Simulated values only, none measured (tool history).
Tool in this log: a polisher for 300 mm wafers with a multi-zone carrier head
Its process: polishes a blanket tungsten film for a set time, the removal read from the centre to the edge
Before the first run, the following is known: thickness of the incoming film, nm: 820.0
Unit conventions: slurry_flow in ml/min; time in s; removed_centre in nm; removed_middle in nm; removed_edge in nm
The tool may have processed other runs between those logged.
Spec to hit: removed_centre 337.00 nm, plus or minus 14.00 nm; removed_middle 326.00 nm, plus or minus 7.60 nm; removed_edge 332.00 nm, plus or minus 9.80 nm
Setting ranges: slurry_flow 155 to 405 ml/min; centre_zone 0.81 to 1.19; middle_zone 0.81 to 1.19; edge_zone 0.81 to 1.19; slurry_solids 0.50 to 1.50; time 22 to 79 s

run	hour	slurry_flow	centre_zone	middle_zone	edge_zone	slurry_solids	time	removed_centre	removed_middle	removed_edge
1	0.0	260	1.00	1.00	1.00	1.00	50	251.79	248.64	239.73
2	8.0	260	1.04	1.00	1.00	1.00	50	255.19	244.34	239.57
3	10.3	260	1.04	1.00	0.95	1.00	50	258.71	245.51	237.47
4	18.9	235	1.04	1.00	0.95	1.00	50	247.72	245.33	234.94
5	20.3	235	1.04	1.00	0.98	1.10	52	266.99	259.74	246.09
6	27.6	235	1.04	1.07	0.98	1.10	52	266.40	276.23	247.29
7	33.0	245	1.02	1.05	1.02	1.15	54	278.42	281.15	268.51
8	40.1	265	1.02	1.07	1.05	1.20	54	285.40	294.28	278.50
9	46.3	285	1.03	1.07	1.08	1.25	54	293.09	300.93	286.60
10	54.9	295	1.04	1.07	1.10	1.30	54	296.19	301.28	291.12
11	55.5	305	1.05	1.07	1.12	1.35	54	298.47	308.61	293.95
12	58.7	305	1.06	1.06	1.13	1.35	55	305.60	309.80	303.68
13	64.5	310	1.07	1.06	1.14	1.40	55	313.64	313.15	305.66
14	68.8	315	1.07	1.05	1.15	1.40	55	318.72	312.81	303.86
15	74.7	310	1.06	1.04	1.16	1.40	56	321.07	312.71	319.51
16	77.2	315	1.06	1.04	1.17	1.40	56	321.01	311.53	317.84
17	82.8	320	1.06	1.04	1.17	1.40	56	310.20	316.56	324.11
18	84.8	320	1.07	1.04	1.17	1.40	56	316.72	315.74	316.47
19	92.7	315	1.08	1.03	1.18	1.45	57	334.59	319.13	327.49

Below are 5 possible settings for the next run. Only one of them brings all results inside the allowed miss of their targets. Which is it?
A	100.6	290	1.08	1.02	1.19	1.40	57	?	?	?
B	100.6	200	1.13	1.02	1.12	1.35	60	?	?	?
C	100.6	265	1.11	0.94	1.19	1.35	61	?	?	?
D	100.6	290	1.18	1.01	1.16	1.45	57	?	?	?
E	100.6	270	1.10	1.05	1.19	1.30	60	?	?	?

move	removed_centre	removed_middle	removed_edge
A	324.63	308.56	319.29
B	333.68	308.83	313.39
C	347.46	302.99	336.95
D	348.01	308.34	317.80
E	337.76	325.06	328.64
A: its largest miss is bigger than the last run's
B: its largest miss is bigger than the last run's
C: its largest miss is bigger than the last run's
D: its largest miss is bigger than the last run's
E: all results land within tolerance of their targets
Move E is the one to make.

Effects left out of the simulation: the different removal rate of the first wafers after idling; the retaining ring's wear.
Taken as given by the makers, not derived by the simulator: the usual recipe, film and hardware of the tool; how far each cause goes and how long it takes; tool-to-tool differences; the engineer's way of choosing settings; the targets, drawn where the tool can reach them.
